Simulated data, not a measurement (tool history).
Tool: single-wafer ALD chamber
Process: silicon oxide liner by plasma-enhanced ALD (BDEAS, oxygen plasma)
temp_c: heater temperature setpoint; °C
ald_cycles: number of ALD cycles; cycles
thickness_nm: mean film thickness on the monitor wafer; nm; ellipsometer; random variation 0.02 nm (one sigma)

run,hour,temp_c,ald_cycles,thickness_nm
1,0,320,41,3.5922
2,5.7,320,38,3.3474
3,12.7,328,38,3.2923
4,20.3,328,32,2.7867
5,27.4,328,29,2.5223
6,33.2,327,34,2.9644
7,40,327,38,3.3085

The next listed run, before its measurement:
8,42.8,327,40,?

thickness_nm: 3.481 nm

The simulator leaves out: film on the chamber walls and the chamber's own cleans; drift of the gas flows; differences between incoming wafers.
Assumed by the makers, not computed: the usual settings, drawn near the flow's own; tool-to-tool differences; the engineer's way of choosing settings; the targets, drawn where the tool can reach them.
